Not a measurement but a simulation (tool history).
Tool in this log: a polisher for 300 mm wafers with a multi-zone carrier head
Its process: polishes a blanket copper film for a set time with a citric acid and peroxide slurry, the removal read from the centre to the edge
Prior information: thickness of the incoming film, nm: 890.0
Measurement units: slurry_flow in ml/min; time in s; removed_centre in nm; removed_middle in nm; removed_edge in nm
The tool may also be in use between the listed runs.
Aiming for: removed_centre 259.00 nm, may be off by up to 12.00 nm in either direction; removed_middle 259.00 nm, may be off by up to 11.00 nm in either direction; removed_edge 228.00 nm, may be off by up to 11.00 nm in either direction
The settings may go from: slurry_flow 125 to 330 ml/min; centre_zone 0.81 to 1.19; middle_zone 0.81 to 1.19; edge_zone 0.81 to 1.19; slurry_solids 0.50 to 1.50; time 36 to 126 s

{"run": 1, "day": 0.0, "slurry_flow": 210, "centre_zone": 1.0, "middle_zone": 1.0, "edge_zone": 1.0, "slurry_solids": 1.0, "time": 81, "removed_centre": 167.34, "removed_middle": 163.72, "removed_edge": 166.75}
{"run": 2, "day": 0.233, "slurry_flow": 220, "centre_zone": 1.03, "middle_zone": 1.04, "edge_zone": 1.0, "slurry_solids": 1.15, "time": 85, "removed_centre": 185.27, "removed_middle": 180.23, "removed_edge": 175.55}
{"run": 3, "day": 0.529, "slurry_flow": 225, "centre_zone": 1.04, "middle_zone": 1.07, "edge_zone": 1.0, "slurry_solids": 1.2, "time": 90, "removed_centre": 202.72, "removed_middle": 197.63, "removed_edge": 186.83}
{"run": 4, "day": 0.775, "slurry_flow": 230, "centre_zone": 1.05, "middle_zone": 1.09, "edge_zone": 1.01, "slurry_solids": 1.25, "time": 94, "removed_centre": 211.78, "removed_middle": 212.12, "removed_edge": 198.41}
{"run": 5, "day": 0.875, "slurry_flow": 230, "centre_zone": 0.97, "middle_zone": 1.09, "edge_zone": 1.01, "slurry_solids": 1.25, "time": 94, "removed_centre": 196.88, "removed_middle": 214.21, "removed_edge": 202.15}
{"day": 0.992, "done": "worn pad replaced by a new one"}
{"run": 6, "day": 0.992, "slurry_flow": 230, "centre_zone": 0.97, "middle_zone": 1.16, "edge_zone": 1.01, "slurry_solids": 1.25, "time": 94, "removed_centre": 216.36, "removed_middle": 246.02, "removed_edge": 218.05}
{"run": 7, "day": 1.288, "slurry_flow": 230, "centre_zone": 1.0, "middle_zone": 1.17, "edge_zone": 1.02, "slurry_solids": 1.25, "time": 95, "removed_centre": 227.22, "removed_middle": 249.86, "removed_edge": 222.16}
{"run": 8, "day": 1.5, "slurry_flow": 230, "centre_zone": 1.0, "middle_zone": 1.17, "edge_zone": 1.02, "slurry_solids": 1.25, "time": 95, "removed_centre": 222.97, "removed_middle": 251.57, "removed_edge": 218.52}

4 candidate next runs follow, results not yet known. Just one meets every target within its allowed miss. Identify it.
{"run": "A", "day": 1.712, "slurry_flow": 265, "centre_zone": 1.12, "middle_zone": 1.19, "edge_zone": 1.06, "slurry_solids": 1.25, "time": 95, "removed_centre": "?", "removed_middle": "?", "removed_edge": "?"}
{"run": "B", "day": 1.712, "slurry_flow": 235, "centre_zone": 1.11, "middle_zone": 1.07, "edge_zone": 1.02, "slurry_solids": 1.35, "time": 97, "removed_centre": "?", "removed_middle": "?", "removed_edge": "?"}
{"run": "C", "day": 1.712, "slurry_flow": 235, "centre_zone": 1.05, "middle_zone": 1.03, "edge_zone": 1.05, "slurry_solids": 1.3, "time": 96, "removed_centre": "?", "removed_middle": "?", "removed_edge": "?"}
{"run": "D", "day": 1.712, "slurry_flow": 205, "centre_zone": 0.9, "middle_zone": 1.19, "edge_zone": 1.07, "slurry_solids": 1.25, "time": 111, "removed_centre": "?", "removed_middle": "?", "removed_edge": "?"}

move=A removed_centre=258.93 removed_middle=260.50 removed_edge=225.99
move=B removed_centre=261.66 removed_middle=243.03 removed_edge=227.77
move=C removed_centre=243.05 removed_middle=231.26 removed_edge=227.14
move=D removed_centre=234.54 removed_middle=295.47 removed_edge=259.23
A: all results in spec
B: meets the target for the result that was furthest off, but another lies outside its allowed miss
C: moves toward the targets from the last run without getting all of them in spec
D: its largest miss is bigger than the last run's
Correct choice: A, which meets every target
